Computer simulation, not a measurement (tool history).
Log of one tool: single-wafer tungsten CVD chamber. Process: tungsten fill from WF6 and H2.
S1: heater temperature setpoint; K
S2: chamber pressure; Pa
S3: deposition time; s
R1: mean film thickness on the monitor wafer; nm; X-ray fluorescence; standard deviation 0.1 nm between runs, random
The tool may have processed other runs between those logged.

run,hour,S1,S2,S3,R1
1,0.0,668.15,6333,10.5,37.326
2,1.1,668.15,6866,10.5,38.756
3,2.4,668.15,6866,10.0,37.021
4,8.3,670.15,6866,10.0,38.528
5,10.5,670.15,6866,10.5,40.507
6,11.9,670.15,6866,10.0,38.403
7,19.2,672.15,6866,10.0,40.107
# hour 20.0: capacitance manometer re-zeroed and calibrated
8,20.0,673.15,6866,10.0,39.820
9,21.4,675.15,6866,10.0,41.540
10,23.9,676.15,6866,10.0,42.365
11,29.8,677.15,6866,10.0,43.245
12,31.2,678.15,6866,10.0,44.110

For run 13, what comes out?
13,39.6,679.15,6866,10.0,?

R1: 44.877 nm
